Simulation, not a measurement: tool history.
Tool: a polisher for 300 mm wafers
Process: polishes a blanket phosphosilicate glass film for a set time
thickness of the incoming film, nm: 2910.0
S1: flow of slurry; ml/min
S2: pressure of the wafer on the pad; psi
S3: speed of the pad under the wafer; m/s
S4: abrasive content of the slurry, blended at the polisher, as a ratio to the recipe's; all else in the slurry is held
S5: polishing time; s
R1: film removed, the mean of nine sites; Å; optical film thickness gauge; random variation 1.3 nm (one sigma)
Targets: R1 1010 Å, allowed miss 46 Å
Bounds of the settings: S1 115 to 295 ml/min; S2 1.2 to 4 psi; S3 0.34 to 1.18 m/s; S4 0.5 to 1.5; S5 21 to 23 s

run,hour,S1,S2,S3,S4,S5,R1
1,0,190,2.6,0.76,1,23,1063.4
2,7.8,190,2.6,0.6,1,23,886.45
3,11.6,190,2.6,0.6,1,23,866.12
4,20.1,190,2,0.6,1,23,691.85
5,21.1,190,2,0.6,1,23,684.21
# hour 24.4: worn pad replaced by a new one
6,24.4,190,2.3,0.6,1,23,906
7,29,190,2.5,0.6,1,23,940.8
8,33.2,190,2.8,0.6,1,23,1062.5

Which of these 5 next moves meets every target?
A,37.4,140,3.2,0.66,0.9,22,?
B,37.4,185,3,0.54,0.85,21,?
C,37.4,260,3,0.6,1.25,21,?
D,37.4,160,2.6,0.54,1.1,23,?
E,37.4,185,2.9,0.56,0.95,23,?

move,R1
A,1166.7
B,920.86
C,1162.6
D,922.56
E,1035.8
A: further off than the last run
B: takes the result that was furthest off past its target
C: further off than the last run
D: takes the result that was furthest off past its target
E: meets every target
Answer: E

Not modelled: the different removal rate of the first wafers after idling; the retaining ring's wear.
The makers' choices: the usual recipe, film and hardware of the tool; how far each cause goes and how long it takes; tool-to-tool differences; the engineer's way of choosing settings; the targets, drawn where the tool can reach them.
